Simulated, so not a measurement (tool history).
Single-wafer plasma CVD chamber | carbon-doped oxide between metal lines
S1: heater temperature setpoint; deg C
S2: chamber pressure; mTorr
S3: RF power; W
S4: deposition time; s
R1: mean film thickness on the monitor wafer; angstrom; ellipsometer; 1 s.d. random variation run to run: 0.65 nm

run,hour,S1,S2,S3,S4,R1
1,0,355,5660,380,29.7,1175.8
2,2.8,355,4800,380,29.7,1154.4
3,9.9,355,4800,360,29.7,1097.9
4,14.5,353,5200,370,29.7,1149.9
5,18,350,5460,375,29.7,1181.7
6,18.9,347,5670,380,29.7,1200.6
7,23.9,346,5880,385,29.7,1227
8,32.1,345,6040,390,29.7,1252.9

For run 9, what comes out?
9,39,344,6140,390,29.7,?

{"run 9": {"R1": 1244.7}}
